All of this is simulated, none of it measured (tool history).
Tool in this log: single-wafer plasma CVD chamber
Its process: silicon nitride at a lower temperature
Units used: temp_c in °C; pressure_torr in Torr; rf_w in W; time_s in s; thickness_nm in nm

run  hour  temp_c  pressure_torr  rf_w  time_s  thickness_nm
  1     0     340           1.47   385    13.5        19.496
  2   2.3     340           1.29   385    13.5        18.709
  3   6.8     340           1.23   380    13.5        18.313
  4  14.3     340           1.18   380    13.5        18.101
  5  18.2     340           1.18   380      14        18.759
  6  19.3     340           1.14   375      14        18.319
  7  24.8     340            1.1   370      14         17.99
  8  26.8     340           1.07   370      14        17.763
  9  28.1     340           1.07   370      14        17.819

Expected results for the next run?
 10  36.4     340           1.04   370      14             ?

thickness_nm: 17.533 nm
